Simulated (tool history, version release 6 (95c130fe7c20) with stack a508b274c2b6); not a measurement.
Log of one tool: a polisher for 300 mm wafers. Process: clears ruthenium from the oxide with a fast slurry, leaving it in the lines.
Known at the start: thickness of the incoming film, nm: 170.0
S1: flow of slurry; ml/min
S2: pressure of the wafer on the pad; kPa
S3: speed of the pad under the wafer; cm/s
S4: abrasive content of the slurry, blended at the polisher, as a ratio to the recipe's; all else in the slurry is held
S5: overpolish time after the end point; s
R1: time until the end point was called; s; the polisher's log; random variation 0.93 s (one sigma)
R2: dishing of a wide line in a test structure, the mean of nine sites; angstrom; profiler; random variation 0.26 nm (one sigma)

run  hour   S1    S2  S3   S4  S5      R1      R2
  1   0.0  240  11.7  88  1.0   8  89.579  144.61
  2   5.0  240  11.7  98  1.0   8  80.978  160.32
  3   5.8  240  11.7  98  1.0   5  80.115  101.00
  4  12.0  235  11.7  98  1.0   7  80.961  141.40
  5  20.0  235  11.7  80  1.0   7  98.854  114.16
  6  20.6  285  11.7  80  1.0   7  95.654  116.56
  7  24.0  285  11.7  80  1.0   7  97.022  116.06
  8  25.3  285  12.4  80  1.0   8  92.950  138.95

The next listed run, before its measurement:
  9  31.0  285  13.1  80  1.0   9   ?   ?

Run 9 gave R1 87.845 s, R2 162.86 angstrom.
